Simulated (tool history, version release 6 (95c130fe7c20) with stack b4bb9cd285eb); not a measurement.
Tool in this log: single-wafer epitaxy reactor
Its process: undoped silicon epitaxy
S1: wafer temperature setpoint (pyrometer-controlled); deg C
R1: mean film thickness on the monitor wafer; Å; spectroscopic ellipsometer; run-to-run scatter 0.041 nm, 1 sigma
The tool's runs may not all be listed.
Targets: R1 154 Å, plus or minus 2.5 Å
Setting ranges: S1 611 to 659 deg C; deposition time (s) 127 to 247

Run 1, hour 0: S1 635 deg C, deposition time (s) 187. Result: R1 243.85 Å.
Run 2, hour 7.3: S1 629 deg C, deposition time (s) 187. Result: R1 209.49 Å.
Run 3, hour 16.1: S1 626 deg C, deposition time (s) 187. Result: R1 194.61 Å.
Run 4, hour 23.5: S1 630 deg C, deposition time (s) 187. Result: R1 215.2 Å.
Run 5, hour 29.8: S1 627 deg C, deposition time (s) 187. Result: R1 199.16 Å.
Run 6, hour 31.7: S1 627 deg C, deposition time (s) 208. Result: R1 222.22 Å.
Run 7, hour 39.8: S1 624 deg C, deposition time (s) 208. Result: R1 206 Å.
Run 8, hour 44: S1 622 deg C, deposition time (s) 208. Result: R1 196.06 Å.
Run 9, hour 52.3: S1 622 deg C, deposition time (s) 208. Result: R1 195.92 Å.
Run 10, hour 54.3: S1 620 deg C, deposition time (s) 208. Result: R1 186.5 Å.
Run 11, hour 62.8: S1 618 deg C, deposition time (s) 208. Result: R1 177.16 Å.
Run 12, hour 68.1: S1 617 deg C, deposition time (s) 208. Result: R1 172.45 Å.
Run 13, hour 76: S1 611 deg C, deposition time (s) 208. Result: R1 147.79 Å.

Which one of the following 5 next-run settings gets every result inside its allowed miss? There is exactly one.
Run A, hour 83.9: S1 612 deg C, deposition time (s) 211. Result: R1 ?.
Run B, hour 83.9: S1 611 deg C, deposition time (s) 196. Result: R1 ?.
Run C, hour 83.9: S1 614 deg C, deposition time (s) 189. Result: R1 ?.
Run D, hour 83.9: S1 621 deg C, deposition time (s) 175. Result: R1 ?.
Run E, hour 83.9: S1 613 deg C, deposition time (s) 199. Result: R1 ?.

move      R1
   A  154.16
   B  139.59
   C   145.3
   D  160.47
   E  149.15
A: every result within its allowed miss
B: misses by more than the last run did
C: misses by more than the last run did
D: takes the biggest miss from the last run beyond its target
E: an improvement on the last run, though not all results are within tolerance
Move A is the one to make.
